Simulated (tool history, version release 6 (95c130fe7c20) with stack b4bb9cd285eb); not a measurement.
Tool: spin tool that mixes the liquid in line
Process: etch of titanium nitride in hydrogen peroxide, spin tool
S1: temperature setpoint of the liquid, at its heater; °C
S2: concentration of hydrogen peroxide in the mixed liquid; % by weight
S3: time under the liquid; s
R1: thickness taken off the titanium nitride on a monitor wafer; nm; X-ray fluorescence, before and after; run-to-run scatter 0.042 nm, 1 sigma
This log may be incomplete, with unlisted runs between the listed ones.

run  hour    S1  S2   S3      R1
  1     0    53  24  100  10.478
  2   7.2    60  24  100  16.995
  3   9.2    60  27  100  17.506
  4  12.5    63  27  100  21.285
  5  15.5    61  27  100  18.593
  6    22  59.5  27  100  16.804
  7  28.3  59.5  27  100  16.869

Expected results for the next run?
  8  33.2  58.5  27  100   ?

R1: 15.716 nm
